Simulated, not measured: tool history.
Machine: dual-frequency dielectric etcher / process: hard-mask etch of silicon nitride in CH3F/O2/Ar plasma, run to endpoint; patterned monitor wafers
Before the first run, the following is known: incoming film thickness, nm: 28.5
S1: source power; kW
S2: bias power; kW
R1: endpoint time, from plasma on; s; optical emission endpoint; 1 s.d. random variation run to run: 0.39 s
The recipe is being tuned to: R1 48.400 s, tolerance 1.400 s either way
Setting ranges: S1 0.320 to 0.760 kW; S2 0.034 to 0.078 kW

Run 1, hour 0.0: S1 0.540 kW, S2 0.056 kW. Result: R1 40.315 s.
Run 2, hour 2.1: S1 0.630 kW, S2 0.056 kW. Result: R1 37.732 s.
Run 3, hour 8.9: S1 0.720 kW, S2 0.056 kW. Result: R1 35.854 s.
Run 4, hour 10.3: S1 0.720 kW, S2 0.051 kW. Result: R1 36.919 s.
Run 5, hour 12.4: S1 0.720 kW, S2 0.042 kW. Result: R1 39.361 s.
Run 6, hour 14.3: S1 0.720 kW, S2 0.049 kW. Result: R1 37.780 s.
Run 7, hour 15.7: S1 0.680 kW, S2 0.047 kW. Result: R1 38.897 s.
Run 8, hour 18.8: S1 0.640 kW, S2 0.045 kW. Result: R1 40.652 s.
Run 9, hour 23.3: S1 0.610 kW, S2 0.044 kW. Result: R1 41.446 s.
Run 10, hour 25.2: S1 0.580 kW, S2 0.043 kW. Result: R1 43.077 s.

Next run, 5 choices. One meets every target within its allowed miss, the rest don't. Which?
Run A, hour 27.1: S1 0.420 kW, S2 0.034 kW. Result: R1 ?.
Run B, hour 27.1: S1 0.390 kW, S2 0.034 kW. Result: R1 ?.
Run C, hour 27.1: S1 0.670 kW, S2 0.043 kW. Result: R1 ?.
Run D, hour 27.1: S1 0.450 kW, S2 0.037 kW. Result: R1 ?.
Run E, hour 27.1: S1 0.660 kW, S2 0.052 kW. Result: R1 ?.

move      R1
   A  51.213
   B  52.540
   C  40.521
   D  48.793
   E  38.472
A: pushes the last run's worst result past its target
B: pushes the last run's worst result past its target
C: lands further from the targets than the last run did
D: every result within its allowed miss
E: lands further from the targets than the last run did
Move D is the one to make.
